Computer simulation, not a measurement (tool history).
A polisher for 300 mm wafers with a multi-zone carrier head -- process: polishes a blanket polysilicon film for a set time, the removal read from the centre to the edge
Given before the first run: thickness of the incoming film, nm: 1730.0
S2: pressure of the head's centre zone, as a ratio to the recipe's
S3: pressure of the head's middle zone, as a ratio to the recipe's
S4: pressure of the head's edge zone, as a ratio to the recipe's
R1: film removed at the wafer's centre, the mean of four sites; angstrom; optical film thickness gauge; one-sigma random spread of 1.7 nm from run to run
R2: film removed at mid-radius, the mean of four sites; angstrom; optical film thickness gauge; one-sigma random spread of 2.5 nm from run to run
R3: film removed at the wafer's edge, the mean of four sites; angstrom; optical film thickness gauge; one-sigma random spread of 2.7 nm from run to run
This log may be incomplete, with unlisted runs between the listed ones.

{"run": 1, "hour": 0.0, "flow of slurry (ml/min)": 275, "S2": 1.0, "S3": 1.0, "S4": 1.0, "polishing time (s)": 37, "R1": 1904.0, "R2": 1885.8, "R3": 1880.0}
{"run": 2, "hour": 5.2, "flow of slurry (ml/min)": 285, "S2": 1.04, "S3": 1.03, "S4": 1.05, "polishing time (s)": 39, "R1": 2101.5, "R2": 2052.7, "R3": 1993.4}
{"run": 3, "hour": 8.9, "flow of slurry (ml/min)": 285, "S2": 1.05, "S3": 1.03, "S4": 1.07, "polishing time (s)": 41, "R1": 2233.7, "R2": 2166.8, "R3": 2152.2}
{"run": 4, "hour": 14.9, "flow of slurry (ml/min)": 285, "S2": 1.05, "S3": 1.03, "S4": 1.07, "polishing time (s)": 36, "R1": 1949.3, "R2": 1916.2, "R3": 1851.5}
{"run": 5, "hour": 21.7, "flow of slurry (ml/min)": 285, "S2": 1.05, "S3": 0.99, "S4": 1.07, "polishing time (s)": 36, "R1": 1942.8, "R2": 1827.7, "R3": 1885.2}
{"run": 6, "hour": 23.5, "flow of slurry (ml/min)": 285, "S2": 1.05, "S3": 0.99, "S4": 1.13, "polishing time (s)": 36, "R1": 1950.1, "R2": 1822.4, "R3": 1933.3}
{"run": 7, "hour": 24.6, "flow of slurry (ml/min)": 290, "S2": 1.07, "S3": 1.01, "S4": 1.14, "polishing time (s)": 39, "R1": 2140.3, "R2": 2000.0, "R3": 2124.6}

Run 8 is up next; what results do you expect?
{"run": 8, "hour": 29.8, "flow of slurry (ml/min)": 300, "S2": 1.09, "S3": 1.03, "S4": 1.15, "polishing time (s)": 41, "R1": "?", "R2": "?", "R3": "?"}

{"run 8": {"R1": 2299.2, "R2": 2169.0, "R3": 2199.6}}
